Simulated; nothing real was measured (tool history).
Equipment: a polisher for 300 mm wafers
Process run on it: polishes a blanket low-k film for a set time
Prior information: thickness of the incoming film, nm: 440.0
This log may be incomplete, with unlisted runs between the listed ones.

run	hour	flow of slurry (ml/min)	pressure of the wafer on the pad (kPa)	speed of the pad under the wafer (m/s)	abrasive content of the slurry	polishing time (s)	film removed (nm)
1	0.0	315	17.2	0.88	1.0	49	20.701
2	2.1	315	17.9	0.88	1.0	49	21.304
3	2.8	315	13.8	0.88	1.0	49	16.693
4	8.5	315	15.2	0.88	1.0	49	18.389
5	13.1	280	15.2	0.88	1.0	49	18.251
6	18.7	280	15.2	0.88	1.0	51	19.058
7	26.5	285	20.0	0.90	1.0	51	24.662
8	28.9	285	20.0	0.90	1.0	51	25.305
9	35.9	285	20.0	0.90	1.0	51	24.920

Run 10, settings as shown, results not yet in. Your forecast:
10	43.2	290	20.0	0.90	1.0	51	?

Run 10 produced film removed (nm) 25.217.

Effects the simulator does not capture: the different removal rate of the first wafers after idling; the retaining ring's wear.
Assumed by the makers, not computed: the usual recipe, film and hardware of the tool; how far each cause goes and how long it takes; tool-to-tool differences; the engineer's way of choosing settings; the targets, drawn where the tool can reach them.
